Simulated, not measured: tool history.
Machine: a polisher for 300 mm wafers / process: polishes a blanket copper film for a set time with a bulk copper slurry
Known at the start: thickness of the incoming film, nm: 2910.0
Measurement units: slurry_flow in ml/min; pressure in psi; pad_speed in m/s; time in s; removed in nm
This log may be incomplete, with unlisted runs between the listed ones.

{"run": 1, "hour": 0.0, "slurry_flow": 215, "pressure": 2.4, "pad_speed": 1.1, "slurry_solids": 1, "time": 57, "removed": 511.43}
{"run": 2, "hour": 5.8, "slurry_flow": 190, "pressure": 2.4, "pad_speed": 1.1, "slurry_solids": 1, "time": 57, "removed": 498.68}
{"run": 3, "hour": 9.7, "slurry_flow": 180, "pressure": 2.1, "pad_speed": 1.1, "slurry_solids": 1, "time": 57, "removed": 452.88}
{"run": 4, "hour": 15.1, "slurry_flow": 180, "pressure": 2.1, "pad_speed": 1.1, "slurry_solids": 1.15, "time": 57, "removed": 464.13}
{"run": 5, "hour": 17.7, "slurry_flow": 180, "pressure": 1.9, "pad_speed": 1.08, "slurry_solids": 1.15, "time": 57, "removed": 424.37}
{"run": 6, "hour": 20.7, "slurry_flow": 180, "pressure": 2.2, "pad_speed": 1.08, "slurry_solids": 1.15, "time": 57, "removed": 472.85}

The next listed run, before its measurement:
{"run": 7, "hour": 22.8, "slurry_flow": 165, "pressure": 1.6, "pad_speed": 1.06, "slurry_solids": 1.15, "time": 57, "removed": "?"}

{"run 7": {"removed": 368.99}}

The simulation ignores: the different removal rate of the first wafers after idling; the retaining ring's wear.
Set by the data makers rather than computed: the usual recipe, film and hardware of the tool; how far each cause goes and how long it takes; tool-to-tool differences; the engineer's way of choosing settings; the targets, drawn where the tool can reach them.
